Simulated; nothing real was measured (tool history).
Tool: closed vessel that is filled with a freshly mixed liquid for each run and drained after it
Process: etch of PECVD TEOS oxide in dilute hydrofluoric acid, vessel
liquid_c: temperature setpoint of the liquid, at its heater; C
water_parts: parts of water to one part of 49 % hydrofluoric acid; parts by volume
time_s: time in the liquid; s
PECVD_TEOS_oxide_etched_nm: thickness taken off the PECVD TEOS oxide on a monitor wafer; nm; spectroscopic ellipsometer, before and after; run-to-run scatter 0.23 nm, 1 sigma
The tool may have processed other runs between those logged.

run  hour  liquid_c  water_parts  time_s  PECVD_TEOS_oxide_etched_nm
  1     0        25           40      30                      17.216
  2   1.3        25           40      30                       17.23
  3   5.7        27           40      30                      18.705
  4  11.4        25           40      30                       17.16
  5  20.5        25           40      30                      17.128
  6  27.2        25           40      30                      17.446

Expected results for the next run?
  7  35.3        25           40      30                           ?

Run 7 yielded PECVD_TEOS_oxide_etched_nm 17.318 nm.
